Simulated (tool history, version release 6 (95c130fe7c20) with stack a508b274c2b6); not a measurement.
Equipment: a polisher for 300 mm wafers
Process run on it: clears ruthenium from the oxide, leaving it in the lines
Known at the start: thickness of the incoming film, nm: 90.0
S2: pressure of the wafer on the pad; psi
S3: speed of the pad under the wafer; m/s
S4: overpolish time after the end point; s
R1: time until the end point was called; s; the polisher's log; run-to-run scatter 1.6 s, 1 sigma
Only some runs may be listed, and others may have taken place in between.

{"run": 1, "hour": 0.0, "flow of slurry (ml/min)": 305, "S2": 1.9, "S3": 0.96, "S4": 4, "R1": 96.428}
{"run": 2, "hour": 1.8, "flow of slurry (ml/min)": 345, "S2": 1.9, "S3": 0.96, "S4": 4, "R1": 94.985}
{"run": 3, "hour": 3.4, "flow of slurry (ml/min)": 345, "S2": 1.9, "S3": 0.96, "S4": 4, "R1": 95.203}
{"run": 4, "hour": 4.9, "flow of slurry (ml/min)": 295, "S2": 1.9, "S3": 0.96, "S4": 4, "R1": 97.337}
{"run": 5, "hour": 13.5, "flow of slurry (ml/min)": 295, "S2": 1.9, "S3": 1.08, "S4": 4, "R1": 86.503}
{"run": 6, "hour": 22.0, "flow of slurry (ml/min)": 290, "S2": 1.7, "S3": 1.04, "S4": 4, "R1": 98.695}
{"run": 7, "hour": 29.5, "flow of slurry (ml/min)": 290, "S2": 1.5, "S3": 1.0, "S4": 4, "R1": 109.16}

Forecast run 8:
{"run": 8, "hour": 37.1, "flow of slurry (ml/min)": 285, "S2": 1.4, "S3": 0.94, "S4": 4, "R1": "?"}

R1: 124.590 s
